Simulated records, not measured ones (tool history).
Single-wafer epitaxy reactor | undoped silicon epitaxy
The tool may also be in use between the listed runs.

run	hour	wafer temperature setpoint (pyrometer-controlled) (deg C)	deposition time (s)	mean film thickness on the monitor wafer (angstrom)
1	0.0	645	396	653.03
2	1.1	645	357	586.53
3	7.3	645	329	542.18
4	15.1	640	329	482.17
5	20.0	640	272	392.07
6	25.5	640	269	393.20
7	26.8	643	269	423.93
8	32.2	645	269	438.89
9	40.7	645	269	443.44
10	45.6	646	269	453.27

Forecast run 11:
11	53.1	647	269	?

mean film thickness on the monitor wafer (angstrom): 462.62

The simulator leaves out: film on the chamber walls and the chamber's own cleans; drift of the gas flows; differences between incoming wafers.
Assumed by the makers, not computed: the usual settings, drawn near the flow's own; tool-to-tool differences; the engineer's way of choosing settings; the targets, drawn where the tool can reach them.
